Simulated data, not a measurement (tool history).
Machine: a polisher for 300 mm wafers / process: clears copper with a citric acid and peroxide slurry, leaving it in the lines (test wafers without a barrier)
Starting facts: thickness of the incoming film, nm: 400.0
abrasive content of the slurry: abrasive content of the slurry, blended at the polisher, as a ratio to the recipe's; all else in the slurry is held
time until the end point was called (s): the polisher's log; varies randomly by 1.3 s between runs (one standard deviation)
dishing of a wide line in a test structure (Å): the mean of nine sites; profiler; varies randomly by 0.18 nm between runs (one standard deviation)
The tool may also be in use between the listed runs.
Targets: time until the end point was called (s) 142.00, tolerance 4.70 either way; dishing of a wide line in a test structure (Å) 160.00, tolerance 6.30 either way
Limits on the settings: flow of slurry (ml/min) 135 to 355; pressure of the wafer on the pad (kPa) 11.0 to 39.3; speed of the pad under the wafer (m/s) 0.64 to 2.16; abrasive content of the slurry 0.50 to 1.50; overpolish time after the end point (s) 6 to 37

run,hour,flow of slurry (ml/min),pressure of the wafer on the pad (kPa),speed of the pad under the wafer (m/s),abrasive content of the slurry,overpolish time after the end point (s),time until the end point was called (s),dishing of a wide line in a test structure (Å)
1,0.0,225,24.8,1.40,1.00,19,120.08,451.99
2,1.2,230,23.4,1.44,1.00,17,121.55,403.79
3,2.2,205,23.4,1.44,1.00,17,124.13,402.27
4,9.8,205,23.4,1.44,0.90,17,127.53,394.34
5,16.8,205,21.4,1.44,0.90,17,140.78,361.41
# hour 25.3: slurry nozzle cleaned
6,25.3,205,21.4,1.44,0.90,12,136.08,268.90
7,32.9,230,15.2,1.56,0.90,6,166.45,114.48
8,38.0,225,15.9,1.56,0.90,6,165.15,118.61
9,44.2,220,16.5,1.56,0.90,6,154.53,125.76
10,52.3,215,16.5,1.56,0.90,6,158.74,124.97
11,53.8,210,17.2,1.56,0.90,6,152.41,127.50
12,57.8,210,18.6,1.52,0.85,7,147.55,149.79

4 next moves are on the table. One of them brings every result within its allowed miss. Which?
A,61.8,165,18.6,1.58,0.90,6,?,?
B,61.8,205,19.3,1.46,1.05,7,?,?
C,61.8,180,21.4,1.38,0.75,7,?,?
D,61.8,200,19.3,1.52,1.00,6,?,?

move,time until the end point was called (s),dishing of a wide line in a test structure (Å)
A,147.12,135.70
B,143.40,160.98
C,156.92,148.08
D,140.39,141.96
A: moves away from the targets compared with the last run
B: all results in spec
C: moves away from the targets compared with the last run
D: moves away from the targets compared with the last run
The move that meets every target is B.
